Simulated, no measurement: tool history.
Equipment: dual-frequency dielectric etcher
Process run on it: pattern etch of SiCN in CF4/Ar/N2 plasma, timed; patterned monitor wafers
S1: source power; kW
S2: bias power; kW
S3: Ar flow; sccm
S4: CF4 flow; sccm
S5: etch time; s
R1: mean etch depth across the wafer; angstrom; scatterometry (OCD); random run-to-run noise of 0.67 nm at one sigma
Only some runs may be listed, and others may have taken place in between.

run  hour    S1     S2   S3  S4     S5      R1
  1     0  0.49  0.061  112  81  146.5  1258.6
  2   4.2  0.47  0.061  112  81  146.5  1221.9
  3   7.3  0.47  0.061  112  74  146.5  1208.9
  4  12.2  0.47  0.061  112  88  146.5  1241.5
  5  13.9  0.45  0.061  112  88  146.5  1221.2
  6  18.7  0.37  0.061  112  88  146.5    1074

Run 7 is up next; what results do you expect?
  7  22.4  0.36  0.061  112  88  146.5   ?

R1: 1059.9 angstrom
